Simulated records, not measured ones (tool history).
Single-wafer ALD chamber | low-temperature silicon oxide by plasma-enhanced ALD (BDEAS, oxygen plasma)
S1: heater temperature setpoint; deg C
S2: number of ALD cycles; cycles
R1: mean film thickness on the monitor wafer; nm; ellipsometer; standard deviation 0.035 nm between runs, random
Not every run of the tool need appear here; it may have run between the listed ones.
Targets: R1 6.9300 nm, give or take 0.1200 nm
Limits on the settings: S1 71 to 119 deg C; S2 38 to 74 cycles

{"run": 1, "hour": 0.0, "S1": 95, "S2": 56, "R1": 8.8582}
{"run": 2, "hour": 0.8, "S1": 99, "S2": 53, "R1": 8.2354}
{"run": 3, "hour": 8.9, "S1": 89, "S2": 53, "R1": 8.5113}
{"run": 4, "hour": 14.7, "S1": 94, "S2": 51, "R1": 8.1025}
{"hour": 18.6, "done": "thermocouple changed; heater temperature recalibrated"}
{"run": 5, "hour": 18.6, "S1": 98, "S2": 49, "R1": 7.5002}
{"run": 6, "hour": 19.8, "S1": 94, "S2": 49, "R1": 7.6453}
{"run": 7, "hour": 24.4, "S1": 98, "S2": 49, "R1": 7.4828}
{"run": 8, "hour": 27.7, "S1": 101, "S2": 49, "R1": 7.3525}
{"run": 9, "hour": 36.2, "S1": 103, "S2": 49, "R1": 7.4354}
{"run": 10, "hour": 44.5, "S1": 104, "S2": 45, "R1": 6.7816}

Of the 5 settings listed for the next run, only one would bring every result within its allowed miss of target. Which one?
{"run": "A", "hour": 52.8, "S1": 106, "S2": 48, "R1": "?"}
{"run": "B", "hour": 52.8, "S1": 99, "S2": 44, "R1": "?"}
{"run": "C", "hour": 52.8, "S1": 105, "S2": 44, "R1": "?"}
{"run": "D", "hour": 52.8, "S1": 97, "S2": 47, "R1": "?"}
{"run": "E", "hour": 52.8, "S1": 110, "S2": 47, "R1": "?"}

move=A R1=7.1508
move=B R1=6.6548
move=C R1=6.5682
move=D R1=7.1655
move=E R1=6.9448
A: moves the result that the last run missed by most past its target, out the other side
B: moves away from the targets compared with the last run
C: moves away from the targets compared with the last run
D: moves the result that the last run missed by most past its target, out the other side
E: hits every target within its allowed miss
Move E is the one to make.
